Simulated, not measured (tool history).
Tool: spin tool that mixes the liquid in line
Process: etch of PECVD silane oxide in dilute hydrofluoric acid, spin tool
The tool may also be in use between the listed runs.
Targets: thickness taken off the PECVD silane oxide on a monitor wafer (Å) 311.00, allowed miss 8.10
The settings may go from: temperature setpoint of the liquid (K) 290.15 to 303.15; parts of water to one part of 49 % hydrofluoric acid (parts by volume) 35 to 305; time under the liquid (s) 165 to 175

run  hour  temperature setpoint of the liquid (K)  parts of water to one part of 49 % hydrofluoric acid (parts by volume)  time under the liquid (s)  thickness taken off the PECVD silane oxide on a monitor wafer (Å)
  1   0.0                                  295.15                                                                     170                        165                                                             258.92
  2   1.9                                  292.65                                                                     170                        165                                                             238.44
  3   9.6                                  292.65                                                                     170                        175                                                             253.05
  4  13.2                                  294.15                                                                     170                        175                                                             268.18
  5  16.6                                  295.15                                                                     170                        175                                                             281.11
  6  18.8                                  295.15                                                                     170                        165                                                             259.86
  7  27.8                                  296.15                                                                     170                        165                                                             272.50
  8  28.6                                  297.15                                                                     170                        165                                                             282.08
  9  35.3                                  297.65                                                                     170                        165                                                             291.31
 10  38.3                                  298.15                                                                     170                        165                                                             292.58
 11  41.0                                  298.65                                                                     170                        165                                                             300.00

Which of these 5 next moves meets every target?
  A  43.7                                  299.65                                                                     180                        165                                                                  ?
  B  43.7                                  298.65                                                                     185                        170                                                                  ?
  C  43.7                                  296.65                                                                     170                        165                                                                  ?
  D  43.7                                  303.15                                                                     190                        165                                                                  ?
  E  43.7                                  291.65                                                                     140                        170                                                                  ?

move  thickness taken off the PECVD silane oxide on a monitor wafer (Å)
   A                                                             289.80
   B                                                             278.47
   C                                                             277.59
   D                                                             307.31
   E                                                             294.58
A: further off than the last run
B: further off than the last run
C: further off than the last run
D: meets every target
E: further off than the last run
Move D is the one to make.

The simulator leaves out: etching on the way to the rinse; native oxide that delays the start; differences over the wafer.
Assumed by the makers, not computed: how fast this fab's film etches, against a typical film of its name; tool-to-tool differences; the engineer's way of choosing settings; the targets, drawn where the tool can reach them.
